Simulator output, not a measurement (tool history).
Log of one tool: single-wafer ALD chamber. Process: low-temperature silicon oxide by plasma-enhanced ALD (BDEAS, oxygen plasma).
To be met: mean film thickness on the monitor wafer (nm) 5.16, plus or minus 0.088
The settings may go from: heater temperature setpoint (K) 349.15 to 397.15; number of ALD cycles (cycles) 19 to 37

run	day	heater temperature setpoint (K)	number of ALD cycles (cycles)	mean film thickness on the monitor wafer (nm)
1	0	373.15	28	4.4333
2	0.092	370.15	29	4.6116
3	0.433	379.15	29	4.5744
4	0.608	387.15	29	4.4761
5	0.954	384.15	30	4.6973
6	1.325	384.15	27	4.1975
7	1.4	382.15	28	4.3507
8	1.612	380.15	29	4.5862
9	1.667	378.15	30	4.7224

Which one of the following 4 next-run settings gets every result inside its allowed miss? There is exactly one.
A	1.721	376.15	33	?
B	1.721	374.15	34	?
C	1.721	379.15	27	?
D	1.721	381.15	35	?

move	mean film thickness on the monitor wafer (nm)
A	5.1991
B	5.3738
C	4.2335
D	5.4702
A: hits every target within its allowed miss
B: the result that was furthest off in the last run now lies on the other side of its target
C: misses by more than the last run did
D: the result that was furthest off in the last run now lies on the other side of its target
Correct choice: A, which meets every target
